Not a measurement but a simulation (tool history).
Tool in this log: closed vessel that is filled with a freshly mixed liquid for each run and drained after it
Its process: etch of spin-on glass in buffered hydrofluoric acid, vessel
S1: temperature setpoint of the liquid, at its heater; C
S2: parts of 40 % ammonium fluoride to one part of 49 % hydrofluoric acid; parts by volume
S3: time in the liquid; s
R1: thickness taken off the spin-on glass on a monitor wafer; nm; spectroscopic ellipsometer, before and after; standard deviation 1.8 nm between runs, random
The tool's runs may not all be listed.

run  hour    S1    S2   S3      R1
  1     0    21  17.5   95  135.83
  2   6.4    21  17.5  100  142.21
  3   7.6  22.5  17.5  100  153.18
  4  10.2  22.5    20  100   134.7
  5  18.6    19    20  100  111.33
  6  20.8    22    20  100  128.94

Predict the results of run 7:
  7  25.4  24  19.5  100   ?

{"run 7": {"R1": 150.21}}
